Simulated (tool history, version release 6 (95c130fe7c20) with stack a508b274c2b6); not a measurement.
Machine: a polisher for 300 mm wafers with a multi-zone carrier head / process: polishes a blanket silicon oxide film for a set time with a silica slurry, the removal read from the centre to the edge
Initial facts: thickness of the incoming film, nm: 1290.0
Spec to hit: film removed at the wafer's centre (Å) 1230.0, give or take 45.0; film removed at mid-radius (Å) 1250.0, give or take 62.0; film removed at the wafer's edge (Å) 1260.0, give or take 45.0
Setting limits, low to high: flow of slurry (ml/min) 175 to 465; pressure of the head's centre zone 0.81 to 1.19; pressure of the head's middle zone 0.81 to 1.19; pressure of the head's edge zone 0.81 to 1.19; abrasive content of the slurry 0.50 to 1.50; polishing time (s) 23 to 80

run	hour	flow of slurry (ml/min)	pressure of the head's centre zone	pressure of the head's middle zone	pressure of the head's edge zone	abrasive content of the slurry	polishing time (s)	film removed at the wafer's centre (Å)	film removed at mid-radius (Å)	film removed at the wafer's edge (Å)
1	0.0	295	1.00	1.00	1.00	1.00	51	1790.0	1791.7	1724.1
2	5.9	295	0.99	0.99	0.99	0.90	51	1716.4	1700.9	1679.8
3	9.4	295	0.98	0.99	0.98	0.85	50	1605.1	1637.3	1617.1
4	13.3	295	0.98	0.99	0.98	0.85	55	1806.4	1804.6	1759.8
5	18.8	295	0.98	1.06	0.98	0.85	55	1756.5	1911.0	1751.4
6	22.3	295	0.98	1.06	0.98	1.05	55	1882.8	2038.7	1882.6
7	30.7	295	0.97	1.04	0.97	0.95	53	1770.8	1846.8	1759.0
8	38.6	295	0.96	1.03	0.96	0.90	52	1676.8	1811.8	1675.1
9	39.8	290	0.95	1.01	0.96	0.85	51	1584.8	1700.6	1608.0

Pick the move, out of 4, that brings all results within their allowed miss; only one does.
A	41.0	260	0.89	1.04	1.00	0.85	41	?	?	?
B	41.0	395	1.03	1.00	0.92	0.95	59	?	?	?
C	41.0	270	1.03	0.97	0.86	0.85	42	?	?	?
D	41.0	240	0.97	0.97	1.00	0.50	46	?	?	?

move	film removed at the wafer's centre (Å)	film removed at mid-radius (Å)	film removed at the wafer's edge (Å)
A	1207.6	1399.7	1324.2
B	2139.2	2063.8	1931.4
C	1436.3	1354.2	1267.9
D	1257.6	1260.8	1268.4
A: the furthest-off result lands on target, but another misses its tolerance
B: the biggest miss grows against the last run
C: better than the last run, though not everything is in spec
D: all results land within tolerance of their targets
The right move is D.
